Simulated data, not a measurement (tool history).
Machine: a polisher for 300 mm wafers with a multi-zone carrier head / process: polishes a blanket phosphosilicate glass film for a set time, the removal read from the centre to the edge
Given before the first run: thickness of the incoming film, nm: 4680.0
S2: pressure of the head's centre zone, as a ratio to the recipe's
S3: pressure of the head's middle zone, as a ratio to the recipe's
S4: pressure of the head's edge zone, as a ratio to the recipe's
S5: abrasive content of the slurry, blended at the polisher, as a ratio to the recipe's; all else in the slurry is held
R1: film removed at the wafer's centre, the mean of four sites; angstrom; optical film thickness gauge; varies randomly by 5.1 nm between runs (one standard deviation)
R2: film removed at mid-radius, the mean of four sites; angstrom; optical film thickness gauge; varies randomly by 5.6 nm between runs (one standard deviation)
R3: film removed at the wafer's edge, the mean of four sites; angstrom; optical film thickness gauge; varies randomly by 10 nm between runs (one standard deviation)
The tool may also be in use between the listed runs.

Run 1, hour 0.0: flow of slurry (ml/min) 250, S2 1.00, S3 1.00, S4 1.00, S5 1.00, polishing time (s) 53. Result: R1 4588.9 angstrom, R2 4632.1 angstrom, R3 4568.0 angstrom.
Run 2, hour 2.6: flow of slurry (ml/min) 250, S2 1.00, S3 1.00, S4 0.94, S5 1.00, polishing time (s) 53. Result: R1 4607.1 angstrom, R2 4569.6 angstrom, R3 4482.8 angstrom.
Run 3, hour 7.4: flow of slurry (ml/min) 255, S2 1.02, S3 0.99, S4 0.96, S5 1.05, polishing time (s) 54. Result: R1 4840.9 angstrom, R2 4688.8 angstrom, R3 4525.6 angstrom.
Run 4, hour 15.5: flow of slurry (ml/min) 255, S2 1.05, S3 0.99, S4 0.96, S5 1.05, polishing time (s) 54. Result: R1 4929.4 angstrom, R2 4733.8 angstrom, R3 4696.2 angstrom.
Run 5, hour 16.4: flow of slurry (ml/min) 260, S2 1.07, S3 0.98, S4 0.97, S5 1.10, polishing time (s) 55. Result: R1 5277.6 angstrom, R2 4835.1 angstrom, R3 4733.4 angstrom.
Run 6, hour 22.6: flow of slurry (ml/min) 245, S2 1.07, S3 0.97, S4 0.99, S5 1.15, polishing time (s) 57. Result: R1 5453.8 angstrom, R2 5032.1 angstrom, R3 5080.4 angstrom.
Run 7, hour 25.4: flow of slurry (ml/min) 245, S2 1.08, S3 0.97, S4 1.01, S5 1.20, polishing time (s) 58. Result: R1 5658.0 angstrom, R2 5193.6 angstrom, R3 5304.6 angstrom.
Run 8, hour 30.1: flow of slurry (ml/min) 250, S2 1.09, S3 0.97, S4 1.03, S5 1.25, polishing time (s) 59. Result: R1 5952.6 angstrom, R2 5352.0 angstrom, R3 5382.2 angstrom.
Run 9, hour 32.3: flow of slurry (ml/min) 240, S2 1.10, S3 0.97, S4 1.03, S5 1.30, polishing time (s) 60. Result: R1 6087.3 angstrom, R2 5523.0 angstrom, R3 5623.9 angstrom.
Run 10, hour 39.7: flow of slurry (ml/min) 240, S2 1.11, S3 0.97, S4 1.04, S5 1.35, polishing time (s) 61. Result: R1 6322.9 angstrom, R2 5591.8 angstrom, R3 5820.5 angstrom.

For run 11, what comes out?
Run 11, hour 41.1: flow of slurry (ml/min) 240, S2 1.12, S3 0.97, S4 1.05, S5 1.35, polishing time (s) 62. Result: R1 ?, R2 ?, R3 ?.

R1: 6536.3 angstrom
R2: 5745.6 angstrom
R3: 5651.7 angstrom

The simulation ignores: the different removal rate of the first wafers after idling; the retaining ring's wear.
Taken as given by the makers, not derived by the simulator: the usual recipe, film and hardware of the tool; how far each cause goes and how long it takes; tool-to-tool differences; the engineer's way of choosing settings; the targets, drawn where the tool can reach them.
